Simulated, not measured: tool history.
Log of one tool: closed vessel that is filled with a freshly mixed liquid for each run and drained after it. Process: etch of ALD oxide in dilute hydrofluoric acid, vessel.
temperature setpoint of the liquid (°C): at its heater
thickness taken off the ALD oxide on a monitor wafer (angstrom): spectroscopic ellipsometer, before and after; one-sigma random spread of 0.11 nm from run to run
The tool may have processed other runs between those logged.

| run | hour | temperature setpoint of the liquid (°C) | parts of water to one part of 49 % hydrofluoric acid (parts by volume) | time in the liquid (s) | thickness taken off the ALD oxide on a monitor wafer (angstrom) |
|---|---|---|---|---|---|
| 1 | 0.0 | 24.0 | 220 | 1100 | 548.66 |
| 2 | 6.0 | 22.5 | 240 | 1100 | 466.51 |
| 3 | 12.1 | 21.5 | 255 | 1100 | 415.55 |
| 4 | 20.2 | 20.5 | 270 | 1100 | 376.52 |
| 5 | 25.5 | 20.5 | 270 | 1170 | 401.41 |
| 6 | 29.9 | 20.5 | 220 | 1170 | 506.56 |
| 7 | 37.5 | 20.0 | 245 | 1170 | 440.78 |

Estimate the outcome of run 8 from the log above:
| 8 | 40.3 | 19.5 | 265 | 1170 | ? |

For run 8 the tool returned thickness taken off the ALD oxide on a monitor wafer (angstrom) 389.16.
